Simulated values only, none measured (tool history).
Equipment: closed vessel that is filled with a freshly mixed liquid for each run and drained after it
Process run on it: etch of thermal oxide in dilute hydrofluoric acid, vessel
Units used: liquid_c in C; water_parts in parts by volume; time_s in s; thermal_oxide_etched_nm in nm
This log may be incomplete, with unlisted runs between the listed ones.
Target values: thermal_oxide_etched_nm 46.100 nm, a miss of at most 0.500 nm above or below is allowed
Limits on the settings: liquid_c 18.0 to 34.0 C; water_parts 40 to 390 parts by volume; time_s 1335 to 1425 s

| run | hour | liquid_c | water_parts | time_s | thermal_oxide_etched_nm |
|---|---|---|---|---|---|
| 1 | 0.0 | 26.0 | 215 | 1335 | 26.174 |
| 2 | 6.7 | 26.0 | 215 | 1425 | 27.949 |
| 3 | 10.8 | 27.0 | 210 | 1425 | 29.962 |
| 4 | 16.3 | 24.0 | 210 | 1425 | 26.711 |
| 5 | 24.5 | 25.5 | 205 | 1425 | 29.243 |
| 6 | 30.9 | 26.5 | 200 | 1425 | 31.231 |
| 7 | 34.2 | 27.5 | 195 | 1425 | 33.375 |
| 8 | 42.3 | 28.5 | 195 | 1425 | 34.568 |
| 9 | 50.9 | 29.5 | 195 | 1425 | 35.848 |
| 10 | 53.9 | 30.0 | 195 | 1425 | 36.302 |
| 11 | 62.5 | 30.5 | 190 | 1425 | 38.345 |
| 12 | 69.8 | 31.0 | 190 | 1425 | 38.993 |
| 13 | 77.7 | 31.5 | 190 | 1425 | 39.534 |
| 14 | 78.2 | 32.0 | 190 | 1425 | 40.093 |
| 15 | 82.1 | 32.5 | 190 | 1425 | 40.884 |
| 16 | 90.9 | 33.5 | 185 | 1425 | 43.828 |

Which one of the following 4 next-run settings gets every result inside its allowed miss? There is exactly one.
| A | 99.7 | 34.0 | 195 | 1395 | ? |
| B | 99.7 | 29.0 | 150 | 1365 | ? |
| C | 99.7 | 30.0 | 175 | 1425 | ? |
| D | 99.7 | 34.0 | 170 | 1350 | ? |

| move | thermal_oxide_etched_nm |
|---|---|
| A | 40.735 |
| B | 46.205 |
| C | 41.508 |
| D | 46.789 |
A: the biggest miss grows against the last run
B: every result lands within tolerance
C: the biggest miss grows against the last run
D: pushes the last run's worst result past its target
The move that meets every target is B.
